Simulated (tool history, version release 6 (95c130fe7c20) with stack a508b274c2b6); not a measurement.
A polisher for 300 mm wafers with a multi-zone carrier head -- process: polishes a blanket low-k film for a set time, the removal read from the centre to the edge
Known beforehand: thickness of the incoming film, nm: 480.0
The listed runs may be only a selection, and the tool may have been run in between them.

run,hour,flow of slurry (ml/min),pressure of the head's centre zone,pressure of the head's middle zone,pressure of the head's edge zone,abrasive content of the slurry,polishing time (s),film removed at the wafer's centre (nm),film removed at mid-radius (nm),film removed at the wafer's edge (nm)
1,0.0,230,1.00,1.00,1.00,1.0,90,28.189,28.291,27.089
2,0.6,240,1.02,1.03,1.01,1.0,90,28.829,28.985,27.821
3,6.6,250,1.04,1.06,0.99,1.0,90,29.504,30.187,27.346
4,9.4,250,1.01,1.06,0.99,1.0,90,28.611,30.198,27.390
5,10.5,250,1.01,1.06,0.99,1.0,100,31.765,32.841,30.620
6,17.6,250,1.01,1.00,0.99,1.0,100,31.715,31.639,30.866
7,18.5,250,1.02,1.02,0.97,1.0,100,32.409,32.719,30.405
8,24.7,250,1.03,1.03,0.96,1.0,100,33.058,32.062,29.968

What will run 9 give?
9,25.5,255,1.03,1.05,0.95,1.0,100,?,?,?

film removed at the wafer's centre (nm): 32.619
film removed at mid-radius (nm): 32.492
film removed at the wafer's edge (nm): 30.460

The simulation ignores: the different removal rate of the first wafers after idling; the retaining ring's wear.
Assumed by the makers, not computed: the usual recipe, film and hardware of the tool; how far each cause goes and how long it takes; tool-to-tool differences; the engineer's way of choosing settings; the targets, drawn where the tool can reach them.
